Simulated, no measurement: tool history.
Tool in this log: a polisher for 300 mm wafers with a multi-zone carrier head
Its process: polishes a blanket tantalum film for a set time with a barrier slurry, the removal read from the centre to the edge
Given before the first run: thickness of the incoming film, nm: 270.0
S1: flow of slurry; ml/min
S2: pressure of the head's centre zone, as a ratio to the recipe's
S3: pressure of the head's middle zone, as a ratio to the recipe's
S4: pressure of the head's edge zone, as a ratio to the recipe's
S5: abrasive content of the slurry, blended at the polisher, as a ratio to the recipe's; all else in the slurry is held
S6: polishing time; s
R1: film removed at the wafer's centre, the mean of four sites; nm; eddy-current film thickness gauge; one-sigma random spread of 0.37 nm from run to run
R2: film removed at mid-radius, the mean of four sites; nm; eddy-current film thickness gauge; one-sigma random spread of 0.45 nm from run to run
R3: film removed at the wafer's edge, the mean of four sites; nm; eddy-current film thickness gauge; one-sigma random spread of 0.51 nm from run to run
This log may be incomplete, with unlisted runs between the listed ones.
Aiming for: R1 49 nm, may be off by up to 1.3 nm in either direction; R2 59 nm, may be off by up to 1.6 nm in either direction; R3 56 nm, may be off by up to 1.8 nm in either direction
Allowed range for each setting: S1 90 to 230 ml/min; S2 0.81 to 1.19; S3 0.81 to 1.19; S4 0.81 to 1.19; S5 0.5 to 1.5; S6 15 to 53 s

{"run": 1, "hour": 0.0, "S1": 150, "S2": 1, "S3": 1, "S4": 1, "S5": 1, "S6": 34, "R1": 67.169, "R2": 67.905, "R3": 68.568}
{"run": 2, "hour": 7.7, "S1": 150, "S2": 0.94, "S3": 1, "S4": 1, "S5": 1, "S6": 34, "R1": 62.011, "R2": 67.516, "R3": 68.719}
{"run": 3, "hour": 9.5, "S1": 145, "S2": 0.92, "S3": 1, "S4": 0.97, "S5": 0.95, "S6": 34, "R1": 59.734, "R2": 67.263, "R3": 66.109}
{"run": 4, "hour": 12.8, "S1": 140, "S2": 0.9, "S3": 0.99, "S4": 0.95, "S5": 0.9, "S6": 34, "R1": 57.378, "R2": 65.143, "R3": 63.666}
{"run": 5, "hour": 19.9, "S1": 135, "S2": 0.88, "S3": 0.98, "S4": 0.93, "S5": 0.9, "S6": 34, "R1": 55.019, "R2": 63.464, "R3": 63.183}
{"run": 6, "hour": 24.8, "S1": 130, "S2": 0.87, "S3": 0.98, "S4": 0.91, "S5": 0.85, "S6": 34, "R1": 52.892, "R2": 61.7, "R3": 60.814}
{"run": 7, "hour": 29.5, "S1": 130, "S2": 0.87, "S3": 0.98, "S4": 0.91, "S5": 0.85, "S6": 34, "R1": 53.04, "R2": 61.331, "R3": 60.181}
{"run": 8, "hour": 35.1, "S1": 125, "S2": 0.87, "S3": 0.98, "S4": 0.9, "S5": 0.85, "S6": 34, "R1": 52.754, "R2": 60.792, "R3": 59.415}
{"run": 9, "hour": 37.0, "S1": 120, "S2": 0.86, "S3": 0.98, "S4": 0.89, "S5": 0.85, "S6": 34, "R1": 51.832, "R2": 59.929, "R3": 58.735}
{"run": 10, "hour": 42.9, "S1": 115, "S2": 0.85, "S3": 0.99, "S4": 0.88, "S5": 0.85, "S6": 34, "R1": 49.795, "R2": 60.112, "R3": 58.792}
{"run": 11, "hour": 45.4, "S1": 115, "S2": 0.85, "S3": 0.99, "S4": 0.87, "S5": 0.85, "S6": 34, "R1": 49.999, "R2": 60.438, "R3": 59.181}
{"run": 12, "hour": 48.7, "S1": 100, "S2": 0.87, "S3": 1, "S4": 0.81, "S5": 0.75, "S6": 34, "R1": 46.912, "R2": 54.791, "R3": 51.274}
{"run": 13, "hour": 55.7, "S1": 105, "S2": 0.86, "S3": 1, "S4": 0.82, "S5": 0.75, "S6": 34, "R1": 46.448, "R2": 55.866, "R3": 52.794}
{"run": 14, "hour": 56.2, "S1": 140, "S2": 0.87, "S3": 1, "S4": 0.85, "S5": 0.75, "S6": 34, "R1": 50.546, "R2": 59.301, "R3": 56.202}

Which single option among these 5 for the next run brings every result within its allowed miss of target? Just one does.
{"run": "A", "hour": 56.7, "S1": 125, "S2": 0.92, "S3": 1.05, "S4": 0.84, "S5": 0.6, "S6": 39, "R1": "?", "R2": "?", "R3": "?"}
{"run": "B", "hour": 56.7, "S1": 140, "S2": 0.87, "S3": 0.95, "S4": 0.92, "S5": 0.75, "S6": 35, "R1": "?", "R2": "?", "R3": "?"}
{"run": "C", "hour": 56.7, "S1": 170, "S2": 0.85, "S3": 1.01, "S4": 0.91, "S5": 0.7, "S6": 34, "R1": "?", "R2": "?", "R3": "?"}
{"run": "D", "hour": 56.7, "S1": 135, "S2": 0.87, "S3": 1.01, "S4": 0.84, "S5": 0.75, "S6": 35, "R1": "?", "R2": "?", "R3": "?"}
{"run": "E", "hour": 56.7, "S1": 140, "S2": 0.87, "S3": 0.92, "S4": 0.83, "S5": 0.95, "S6": 32, "R1": "?", "R2": "?", "R3": "?"}

move=A R1=52.868 R2=60.504 R3=54.3
move=B R1=52.755 R2=59.287 R3=58.9
move=C R1=49.987 R2=59.843 R3=56.089
move=D R1=52.379 R2=61.556 R3=56.601
move=E R1=53.739 R2=59.049 R3=57.745
A: lands further from the targets than the last run did
B: lands further from the targets than the last run did
C: every result lands within tolerance
D: lands further from the targets than the last run did
E: lands further from the targets than the last run did
Go with C: it meets all targets.
